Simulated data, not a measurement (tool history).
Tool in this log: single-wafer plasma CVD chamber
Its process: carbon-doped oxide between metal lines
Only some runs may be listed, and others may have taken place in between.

run	hour	heater temperature setpoint (K)	chamber pressure (Torr)	RF power (kW)	deposition time (s)	mean film thickness on the monitor wafer (Å)
1	0.0	618.15	5.18	0.440	24.3	1224.7
2	0.6	618.15	4.66	0.440	24.3	1209.1
3	1.9	618.15	4.66	0.470	24.3	1270.8
4	4.6	620.15	4.46	0.460	24.3	1232.8
5	6.3	622.15	4.27	0.455	24.3	1213.7
6	9.2	622.15	4.27	0.475	24.3	1249.7
7	13.9	624.15	4.11	0.465	24.3	1220.1

Estimate the outcome of run 8 from the log above:
8	17.5	626.15	3.97	0.455	24.3	?

mean film thickness on the monitor wafer (Å): 1191.8
